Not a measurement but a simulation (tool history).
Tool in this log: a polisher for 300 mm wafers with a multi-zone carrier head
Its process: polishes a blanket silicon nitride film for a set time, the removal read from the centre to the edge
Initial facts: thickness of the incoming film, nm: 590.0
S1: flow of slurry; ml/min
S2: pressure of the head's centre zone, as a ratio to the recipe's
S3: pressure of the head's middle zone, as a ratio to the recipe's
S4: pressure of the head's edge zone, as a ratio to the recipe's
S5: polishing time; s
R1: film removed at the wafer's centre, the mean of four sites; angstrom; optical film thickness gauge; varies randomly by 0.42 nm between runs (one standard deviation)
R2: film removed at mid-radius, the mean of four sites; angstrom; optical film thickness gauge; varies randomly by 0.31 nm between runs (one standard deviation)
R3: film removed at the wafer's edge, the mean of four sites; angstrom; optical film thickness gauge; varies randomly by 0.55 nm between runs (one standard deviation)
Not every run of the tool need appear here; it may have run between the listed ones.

Run 1, hour 0: S1 130 ml/min, S2 1, S3 1, S4 1, S5 47 s. Result: R1 736.2 angstrom, R2 719.57 angstrom, R3 757.09 angstrom.
Run 2, hour 2.1: S1 120 ml/min, S2 0.96, S3 0.99, S4 0.97, S5 40 s. Result: R1 594.98 angstrom, R2 596.39 angstrom, R3 627.12 angstrom.
Run 3, hour 5.2: S1 110 ml/min, S2 0.92, S3 0.98, S4 0.95, S5 36 s. Result: R1 520.9 angstrom, R2 536.94 angstrom, R3 542.92 angstrom.
Run 4, hour 13.2: S1 110 ml/min, S2 0.99, S3 0.98, S4 0.95, S5 36 s. Result: R1 542.69 angstrom, R2 523.6 angstrom, R3 564.83 angstrom.
Run 5, hour 19.7: S1 110 ml/min, S2 0.99, S3 0.98, S4 1, S5 36 s. Result: R1 554.54 angstrom, R2 532.7 angstrom, R3 554.45 angstrom.
Run 6, hour 26: S1 105 ml/min, S2 0.94, S3 0.97, S4 0.95, S5 33 s. Result: R1 473.44 angstrom, R2 481.65 angstrom, R3 503.98 angstrom.
Run 7, hour 33.8: S1 100 ml/min, S2 0.91, S3 0.95, S4 0.94, S5 31 s. Result: R1 422.78 angstrom, R2 439.44 angstrom, R3 462.37 angstrom.
Run 8, hour 39: S1 95 ml/min, S2 0.89, S3 0.94, S4 0.93, S5 30 s. Result: R1 405.27 angstrom, R2 421.34 angstrom, R3 442.47 angstrom.
Run 9, hour 39.9: S1 90 ml/min, S2 0.87, S3 0.93, S4 0.94, S5 29 s. Result: R1 365.95 angstrom, R2 393.22 angstrom, R3 431.7 angstrom.
Run 10, hour 47.5: S1 90 ml/min, S2 0.86, S3 0.93, S4 0.92, S5 29 s. Result: R1 368.87 angstrom, R2 392.87 angstrom, R3 427.16 angstrom.
Run 11, hour 54.3: S1 90 ml/min, S2 0.85, S3 0.93, S4 0.91, S5 29 s. Result: R1 362.38 angstrom, R2 393.16 angstrom, R3 423.83 angstrom.
Run 12, hour 59.5: S1 90 ml/min, S2 0.84, S3 0.93, S4 0.89, S5 29 s. Result: R1 361.91 angstrom, R2 396.74 angstrom, R3 412.3 angstrom.
Run 13, hour 61.1: S1 90 ml/min, S2 0.83, S3 0.93, S4 0.89, S5 29 s. Result: R1 360.39 angstrom, R2 394.03 angstrom, R3 415.51 angstrom.
Run 14, hour 61.7: S1 90 ml/min, S2 0.82, S3 0.93, S4 0.89, S5 29 s. Result: R1 350.14 angstrom, R2 392.79 angstrom, R3 417.64 angstrom.
Run 15, hour 67.7: S1 90 ml/min, S2 0.82, S3 0.93, S4 0.89, S5 29 s. Result: R1 350.6 angstrom, R2 398.8 angstrom, R3 427.89 angstrom.

What will run 16 give?
Run 16, hour 69.1: S1 85 ml/min, S2 0.83, S3 0.91, S4 0.82, S5 27 s. Result: R1 ?, R2 ?, R3 ?.

R1: 328.97 angstrom
R2: 360.27 angstrom
R3: 378.08 angstrom
